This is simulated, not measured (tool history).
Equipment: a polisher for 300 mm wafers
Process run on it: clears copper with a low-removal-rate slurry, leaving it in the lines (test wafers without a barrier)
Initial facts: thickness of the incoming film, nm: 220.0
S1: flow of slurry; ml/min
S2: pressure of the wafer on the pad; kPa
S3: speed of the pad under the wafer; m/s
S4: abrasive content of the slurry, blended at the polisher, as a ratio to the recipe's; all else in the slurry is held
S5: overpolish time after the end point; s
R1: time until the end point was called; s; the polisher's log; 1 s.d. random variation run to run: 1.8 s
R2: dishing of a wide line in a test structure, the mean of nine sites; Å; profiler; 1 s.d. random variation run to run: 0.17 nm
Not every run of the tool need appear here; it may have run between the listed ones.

Run 1, hour 0: S1 230 ml/min, S2 15.9 kPa, S3 1.04 m/s, S4 1, S5 17 s. Result: R1 93.192 s, R2 283.4 Å.
Run 2, hour 4.8: S1 230 ml/min, S2 17.9 kPa, S3 1.04 m/s, S4 1, S5 17 s. Result: R1 83.161 s, R2 306.68 Å.
Run 3, hour 7.4: S1 230 ml/min, S2 15.2 kPa, S3 0.96 m/s, S4 1, S5 15 s. Result: R1 107.87 s, R2 225.75 Å.
Run 4, hour 15.7: S1 230 ml/min, S2 13.1 kPa, S3 0.92 m/s, S4 1, S5 13 s. Result: R1 127.25 s, R2 163.92 Å.
Run 5, hour 18: S1 230 ml/min, S2 13.1 kPa, S3 0.92 m/s, S4 1.15, S5 13 s. Result: R1 124.32 s, R2 172.22 Å.
Run 6, hour 24.8: S1 230 ml/min, S2 13.1 kPa, S3 0.92 m/s, S4 1.15, S5 19 s. Result: R1 124.04 s, R2 241.66 Å.
Run 7, hour 33.2: S1 230 ml/min, S2 11.7 kPa, S3 0.88 m/s, S4 1.15, S5 17 s. Result: R1 144.28 s, R2 189.23 Å.
Run 8, hour 40.6: S1 230 ml/min, S2 10.3 kPa, S3 0.86 m/s, S4 1.15, S5 15 s. Result: R1 166.16 s, R2 150.05 Å.
Run 9, hour 44.3: S1 230 ml/min, S2 9.7 kPa, S3 0.86 m/s, S4 1.15, S5 14 s. Result: R1 175.84 s, R2 132.82 Å.

Run 10 has not been measured yet. What should we expect?
Run 10, hour 46.3: S1 230 ml/min, S2 9 kPa, S3 0.86 m/s, S4 1.15, S5 13 s. Result: R1 ?, R2 ?.

Run 10 produced R1 190 s, R2 110.91 Å.

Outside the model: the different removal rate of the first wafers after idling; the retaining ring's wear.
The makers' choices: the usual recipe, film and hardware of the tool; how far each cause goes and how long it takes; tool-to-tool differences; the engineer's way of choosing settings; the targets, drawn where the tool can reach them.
